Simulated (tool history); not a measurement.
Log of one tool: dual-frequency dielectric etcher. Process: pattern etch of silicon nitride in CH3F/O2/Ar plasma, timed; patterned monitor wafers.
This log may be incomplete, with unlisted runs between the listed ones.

run  hour  source power (kW)  bias power (kW)  etch time (s)  mean etch depth across the wafer (angstrom)
  1   0.0              0.340            0.073           54.5                                       352.35
  2   1.0              0.340            0.065           54.5                                       335.45
  3   3.7              0.340            0.054           54.5                                       310.74
  4   7.6              0.340            0.054           54.5                                       307.97
  5   8.5              0.340            0.044           54.5                                       283.19
  6  13.3              0.350            0.044           54.5                                       284.43

Run 7 comes next. What will it give?
  7  18.1              0.370            0.045           54.5                                            ?

{"run 7": {"mean etch depth across the wafer (angstrom)": 292.12}}

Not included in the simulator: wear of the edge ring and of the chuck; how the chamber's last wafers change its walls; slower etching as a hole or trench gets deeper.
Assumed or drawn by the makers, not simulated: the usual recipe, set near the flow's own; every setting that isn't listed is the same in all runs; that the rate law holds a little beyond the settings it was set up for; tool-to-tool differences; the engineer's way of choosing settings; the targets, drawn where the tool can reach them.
